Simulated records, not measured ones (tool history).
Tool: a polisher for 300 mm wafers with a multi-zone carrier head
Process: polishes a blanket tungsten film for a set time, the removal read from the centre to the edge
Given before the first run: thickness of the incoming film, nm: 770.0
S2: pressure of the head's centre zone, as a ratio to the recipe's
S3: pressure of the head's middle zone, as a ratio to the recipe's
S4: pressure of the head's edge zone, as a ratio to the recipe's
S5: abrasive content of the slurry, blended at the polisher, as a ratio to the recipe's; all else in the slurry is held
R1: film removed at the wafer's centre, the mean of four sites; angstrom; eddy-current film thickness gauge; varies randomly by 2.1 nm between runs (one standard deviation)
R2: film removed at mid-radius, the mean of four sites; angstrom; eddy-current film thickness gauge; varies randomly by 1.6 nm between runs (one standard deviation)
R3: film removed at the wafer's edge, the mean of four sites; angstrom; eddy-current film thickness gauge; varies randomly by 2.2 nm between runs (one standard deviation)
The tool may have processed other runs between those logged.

Run 1, hour 0: flow of slurry (ml/min) 220, S2 1, S3 1, S4 1, S5 1, polishing time (s) 45. Result: R1 2538.2 angstrom, R2 2551.7 angstrom, R3 2579.4 angstrom.
Run 2, hour 7.6: flow of slurry (ml/min) 220, S2 1, S3 0.93, S4 1, S5 1, polishing time (s) 45. Result: R1 2523.6 angstrom, R2 2401.4 angstrom, R3 2598.7 angstrom.
Run 3, hour 15.2: flow of slurry (ml/min) 215, S2 0.98, S3 0.94, S4 0.99, S5 1, polishing time (s) 45. Result: R1 2457.7 angstrom, R2 2427.7 angstrom, R3 2537.9 angstrom.
Run 4, hour 22.1: flow of slurry (ml/min) 205, S2 0.97, S3 0.94, S4 1, S5 1, polishing time (s) 45. Result: R1 2429.9 angstrom, R2 2424 angstrom, R3 2533.3 angstrom.
Run 5, hour 25.5: flow of slurry (ml/min) 200, S2 0.95, S3 0.94, S4 1.01, S5 1, polishing time (s) 45. Result: R1 2389.6 angstrom, R2 2378 angstrom, R3 2563.8 angstrom.
Run 6, hour 31.8: flow of slurry (ml/min) 245, S2 0.95, S3 0.94, S4 1.01, S5 1, polishing time (s) 45. Result: R1 2418.5 angstrom, R2 2437.5 angstrom, R3 2575.5 angstrom.
Run 7, hour 40.3: flow of slurry (ml/min) 240, S2 0.94, S3 0.94, S4 1.01, S5 1, polishing time (s) 45. Result: R1 2403.4 angstrom, R2 2467.9 angstrom, R3 2597.1 angstrom.
Run 8, hour 48.8: flow of slurry (ml/min) 235, S2 0.93, S3 0.94, S4 1, S5 1, polishing time (s) 45. Result: R1 2396.6 angstrom, R2 2421.1 angstrom, R3 2607.1 angstrom.
Run 9, hour 51.7: flow of slurry (ml/min) 230, S2 0.92, S3 0.95, S4 0.99, S5 1, polishing time (s) 45. Result: R1 2359.8 angstrom, R2 2450.8 angstrom, R3 2593.3 angstrom.
Run 10, hour 55.8: flow of slurry (ml/min) 225, S2 0.91, S3 0.95, S4 0.98, S5 1, polishing time (s) 45. Result: R1 2356.8 angstrom, R2 2451.6 angstrom, R3 2517.6 angstrom.
Run 11, hour 59.8: flow of slurry (ml/min) 220, S2 0.9, S3 0.95, S4 0.98, S5 1, polishing time (s) 45. Result: R1 2289.5 angstrom, R2 2455.2 angstrom, R3 2537.7 angstrom.
Run 12, hour 68.7: flow of slurry (ml/min) 215, S2 0.9, S3 0.95, S4 0.98, S5 1, polishing time (s) 45. Result: R1 2275.4 angstrom, R2 2448.5 angstrom, R3 2510.8 angstrom.

Expected results for the next run?
Run 13, hour 74: flow of slurry (ml/min) 210, S2 0.9, S3 0.95, S4 0.98, S5 1, polishing time (s) 45. Result: R1 ?, R2 ?, R3 ?.

R1: 2260.4 angstrom
R2: 2449.5 angstrom
R3: 2532.9 angstrom
